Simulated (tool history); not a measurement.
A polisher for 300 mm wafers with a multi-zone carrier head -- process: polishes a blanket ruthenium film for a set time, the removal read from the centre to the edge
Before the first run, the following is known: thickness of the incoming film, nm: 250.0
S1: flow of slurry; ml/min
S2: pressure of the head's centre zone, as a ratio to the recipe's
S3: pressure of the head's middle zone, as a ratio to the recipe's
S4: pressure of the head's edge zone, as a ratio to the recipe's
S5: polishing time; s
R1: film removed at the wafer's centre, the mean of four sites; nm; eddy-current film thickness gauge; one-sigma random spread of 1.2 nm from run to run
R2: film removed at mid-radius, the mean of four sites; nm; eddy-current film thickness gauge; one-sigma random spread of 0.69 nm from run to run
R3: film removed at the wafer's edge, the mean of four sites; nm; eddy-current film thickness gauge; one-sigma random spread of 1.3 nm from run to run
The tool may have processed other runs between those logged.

Run 1, hour 0: S1 150 ml/min, S2 1, S3 1, S4 1, S5 57 s. Result: R1 72.054 nm, R2 74.639 nm, R3 70.9 nm.
Run 2, hour 7.4: S1 155 ml/min, S2 0.98, S3 0.99, S4 1.06, S5 61 s. Result: R1 78.075 nm, R2 79.458 nm, R3 77.129 nm.
Run 3, hour 8.7: S1 155 ml/min, S2 0.98, S3 0.99, S4 1.06, S5 67 s. Result: R1 84.216 nm, R2 88.756 nm, R3 85.963 nm.
Run 4, hour 10.4: S1 155 ml/min, S2 0.98, S3 0.93, S4 1.06, S5 67 s. Result: R1 84.779 nm, R2 82.48 nm, R3 85.924 nm.
Run 5, hour 11.5: S1 160 ml/min, S2 0.94, S3 0.93, S4 1.09, S5 69 s. Result: R1 83.953 nm, R2 86.461 nm, R3 87.889 nm.
Run 6, hour 15.1: S1 180 ml/min, S2 0.94, S3 0.93, S4 1.09, S5 69 s. Result: R1 85.559 nm, R2 87.966 nm, R3 91.479 nm.
Run 7, hour 20.5: S1 180 ml/min, S2 0.94, S3 0.93, S4 1.09, S5 69 s. Result: R1 85.674 nm, R2 87.416 nm, R3 89.444 nm.

Estimate the outcome of run 8 from the log above:
Run 8, hour 22.3: S1 175 ml/min, S2 0.91, S3 0.92, S4 1.12, S5 71 s. Result: R1 ?, R2 ?, R3 ?.

R1: 85.759 nm
R2: 90.551 nm
R3: 93.73 nm
